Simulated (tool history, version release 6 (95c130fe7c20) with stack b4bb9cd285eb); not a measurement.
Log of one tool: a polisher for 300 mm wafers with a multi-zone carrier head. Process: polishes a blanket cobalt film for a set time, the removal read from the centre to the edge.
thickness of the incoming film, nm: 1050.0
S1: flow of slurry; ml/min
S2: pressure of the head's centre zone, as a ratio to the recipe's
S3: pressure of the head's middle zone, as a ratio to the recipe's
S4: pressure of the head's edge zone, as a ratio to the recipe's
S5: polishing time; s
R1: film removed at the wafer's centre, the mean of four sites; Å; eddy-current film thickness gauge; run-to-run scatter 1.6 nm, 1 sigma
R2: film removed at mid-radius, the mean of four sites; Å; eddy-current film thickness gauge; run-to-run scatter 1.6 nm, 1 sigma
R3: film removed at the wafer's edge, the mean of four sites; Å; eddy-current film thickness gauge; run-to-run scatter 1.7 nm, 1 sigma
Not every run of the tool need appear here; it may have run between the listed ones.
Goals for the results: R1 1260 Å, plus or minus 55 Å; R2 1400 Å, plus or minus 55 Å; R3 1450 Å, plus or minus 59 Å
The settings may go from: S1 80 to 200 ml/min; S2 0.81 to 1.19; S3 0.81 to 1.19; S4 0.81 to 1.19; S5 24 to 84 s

Run 1, day 0: S1 130 ml/min, S2 1, S3 1, S4 1, S5 54 s. Result: R1 2711.8 Å, R2 2787.2 Å, R3 2745.1 Å.
Run 2, day 0.125: S1 140 ml/min, S2 1, S3 1, S4 1, S5 54 s. Result: R1 2792.5 Å, R2 2770 Å, R3 2766.7 Å.
Run 3, day 0.438: S1 130 ml/min, S2 0.97, S3 0.97, S4 0.98, S5 46 s. Result: R1 2231.2 Å, R2 2284.6 Å, R3 2321.8 Å.
Run 4, day 0.6: S1 125 ml/min, S2 0.95, S3 0.95, S4 0.95, S5 41 s. Result: R1 2006.9 Å, R2 2060.2 Å, R3 2012.3 Å.
Run 5, day 0.692: S1 125 ml/min, S2 0.95, S3 0.95, S4 0.95, S5 35 s. Result: R1 1711.1 Å, R2 1702 Å, R3 1707.6 Å.
Run 6, day 0.775: S1 125 ml/min, S2 0.95, S3 0.95, S4 0.9, S5 35 s. Result: R1 1674.8 Å, R2 1703.1 Å, R3 1700.2 Å.
Run 7, day 0.846: S1 115 ml/min, S2 0.91, S3 0.92, S4 0.89, S5 34 s. Result: R1 1549.9 Å, R2 1594.4 Å, R3 1618.4 Å.
Run 8, day 0.9: S1 110 ml/min, S2 0.89, S3 0.91, S4 0.88, S5 34 s. Result: R1 1490.3 Å, R2 1563 Å, R3 1649.4 Å.

Of the 4 settings listed for the next run, only one would bring every result within its allowed miss of target. Which one?
Run A, day 0.954: S1 80 ml/min, S2 0.83, S3 0.89, S4 0.83, S5 32 s. Result: R1 ?, R2 ?, R3 ?.
Run B, day 0.954: S1 110 ml/min, S2 0.83, S3 0.82, S4 0.9, S5 30 s. Result: R1 ?, R2 ?, R3 ?.
Run C, day 0.954: S1 80 ml/min, S2 0.81, S3 0.86, S4 0.94, S5 33 s. Result: R1 ?, R2 ?, R3 ?.
Run D, day 0.954: S1 95 ml/min, S2 0.85, S3 0.83, S4 0.93, S5 30 s. Result: R1 ?, R2 ?, R3 ?.

move      R1      R2      R3
   A  1262.9  1403.6  1468.7
   B  1243.3  1289.5  1464.5
   C  1270.5  1409.3  1590.2
   D  1245.1  1275.7  1463.2
A: every result lands within tolerance
B: the furthest-off result lands on target, but another misses its tolerance
C: the furthest-off result lands on target, but another misses its tolerance
D: the furthest-off result lands on target, but another misses its tolerance
The right move is A.

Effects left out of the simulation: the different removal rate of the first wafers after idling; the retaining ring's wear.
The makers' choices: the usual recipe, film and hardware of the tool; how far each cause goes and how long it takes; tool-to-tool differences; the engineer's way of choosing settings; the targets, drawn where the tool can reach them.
